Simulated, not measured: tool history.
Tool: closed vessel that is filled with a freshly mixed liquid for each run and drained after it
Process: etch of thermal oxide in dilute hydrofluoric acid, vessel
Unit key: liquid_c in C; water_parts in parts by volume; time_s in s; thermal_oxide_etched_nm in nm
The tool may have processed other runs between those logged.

run  hour  liquid_c  water_parts  time_s  thermal_oxide_etched_nm
  1   0.0      23.0          195     555                  11.3330
  2   4.3      24.0          190     555                  12.0910
  3  12.1      24.0          235     555                   9.2955
  4  19.7      26.5          235     555                  10.1440
  5  21.7      26.5          295     555                   7.6710
  6  29.3      26.5          325     555                   6.6894
  7  37.8      27.0          300     555                   7.6366
  8  42.6      27.5          280     555                   8.5178

Run 9 comes next. What will it give?
  9  48.7      31.0          200     555                        ?

Run 9 measured thermal_oxide_etched_nm 14.6500 nm.

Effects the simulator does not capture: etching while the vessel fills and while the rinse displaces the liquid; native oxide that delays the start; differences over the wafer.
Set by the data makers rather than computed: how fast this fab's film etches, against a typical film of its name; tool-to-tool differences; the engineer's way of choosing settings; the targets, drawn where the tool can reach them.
